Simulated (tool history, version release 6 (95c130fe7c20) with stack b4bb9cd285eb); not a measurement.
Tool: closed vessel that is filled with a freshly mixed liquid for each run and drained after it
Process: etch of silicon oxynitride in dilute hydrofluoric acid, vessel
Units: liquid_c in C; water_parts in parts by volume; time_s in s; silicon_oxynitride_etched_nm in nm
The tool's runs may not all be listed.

{"run": 1, "day": 0.0, "liquid_c": 21.0, "water_parts": 170, "time_s": 195, "silicon_oxynitride_etched_nm": 1.8804}
{"run": 2, "day": 0.208, "liquid_c": 23.0, "water_parts": 170, "time_s": 195, "silicon_oxynitride_etched_nm": 2.0891}
{"run": 3, "day": 0.467, "liquid_c": 23.0, "water_parts": 140, "time_s": 195, "silicon_oxynitride_etched_nm": 2.6213}
{"run": 4, "day": 0.521, "liquid_c": 23.0, "water_parts": 140, "time_s": 195, "silicon_oxynitride_etched_nm": 2.6129}
{"run": 5, "day": 0.888, "liquid_c": 23.5, "water_parts": 135, "time_s": 195, "silicon_oxynitride_etched_nm": 2.808}
{"run": 6, "day": 1.167, "liquid_c": 23.5, "water_parts": 135, "time_s": 195, "silicon_oxynitride_etched_nm": 2.7793}
{"run": 7, "day": 1.542, "liquid_c": 23.5, "water_parts": 135, "time_s": 195, "silicon_oxynitride_etched_nm": 2.7613}
{"run": 8, "day": 1.562, "liquid_c": 24.0, "water_parts": 130, "time_s": 195, "silicon_oxynitride_etched_nm": 2.9744}
{"run": 9, "day": 1.646, "liquid_c": 24.5, "water_parts": 130, "time_s": 195, "silicon_oxynitride_etched_nm": 3.0298}
{"run": 10, "day": 1.946, "liquid_c": 25.0, "water_parts": 130, "time_s": 195, "silicon_oxynitride_etched_nm": 3.0623}
{"run": 11, "day": 2.092, "liquid_c": 29.0, "water_parts": 95, "time_s": 195, "silicon_oxynitride_etched_nm": 5.2836}
{"run": 12, "day": 2.454, "liquid_c": 28.5, "water_parts": 95, "time_s": 195, "silicon_oxynitride_etched_nm": 5.1864}

The next listed run, before its measurement:
{"run": 13, "day": 2.633, "liquid_c": 28.0, "water_parts": 95, "time_s": 195, "silicon_oxynitride_etched_nm": "?"}

Run 13 gave silicon_oxynitride_etched_nm 5.0022 nm.
